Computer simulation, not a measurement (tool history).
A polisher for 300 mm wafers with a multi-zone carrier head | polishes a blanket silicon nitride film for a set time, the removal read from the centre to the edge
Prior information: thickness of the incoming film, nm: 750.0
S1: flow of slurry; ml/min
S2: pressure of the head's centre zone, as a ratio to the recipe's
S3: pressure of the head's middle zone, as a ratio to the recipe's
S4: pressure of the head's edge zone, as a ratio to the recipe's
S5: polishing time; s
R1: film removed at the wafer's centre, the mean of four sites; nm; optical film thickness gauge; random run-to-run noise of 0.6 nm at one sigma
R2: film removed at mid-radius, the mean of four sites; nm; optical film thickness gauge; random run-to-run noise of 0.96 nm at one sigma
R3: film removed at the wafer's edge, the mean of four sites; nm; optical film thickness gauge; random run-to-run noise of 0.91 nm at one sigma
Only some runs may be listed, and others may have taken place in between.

| run | hour | S1 | S2 | S3 | S4 | S5 | R1 | R2 | R3 |
|---|---|---|---|---|---|---|---|---|---|
| 1 | 0.0 | 220 | 1.00 | 1.00 | 1.00 | 44 | 64.538 | 72.068 | 71.295 |
| 2 | 7.2 | 220 | 1.00 | 1.00 | 1.00 | 51 | 73.313 | 82.540 | 83.073 |
| 3 | 13.6 | 180 | 1.00 | 1.00 | 1.00 | 51 | 71.061 | 81.444 | 80.840 |
| 4 | 17.5 | 180 | 1.00 | 1.00 | 0.93 | 51 | 71.595 | 79.800 | 78.241 |
| 5 | 25.0 | 200 | 1.04 | 1.02 | 0.94 | 51 | 75.528 | 81.929 | 80.244 |
| 6 | 31.6 | 200 | 1.04 | 1.02 | 0.94 | 55 | 81.926 | 90.582 | 86.732 |
| 7 | 35.9 | 200 | 1.04 | 1.02 | 0.94 | 55 | 82.174 | 88.899 | 86.453 |
| 8 | 43.1 | 215 | 1.06 | 1.03 | 0.93 | 55 | 83.401 | 90.817 | 86.911 |
| 9 | 49.5 | 225 | 1.09 | 1.04 | 0.92 | 55 | 87.291 | 92.797 | 87.307 |

Forecast run 10:
| 10 | 53.5 | 240 | 1.11 | 1.04 | 0.92 | 55 | ? | ? | ? |

Run 10 came out at R1 89.194 nm, R2 93.502 nm, R3 87.581 nm.
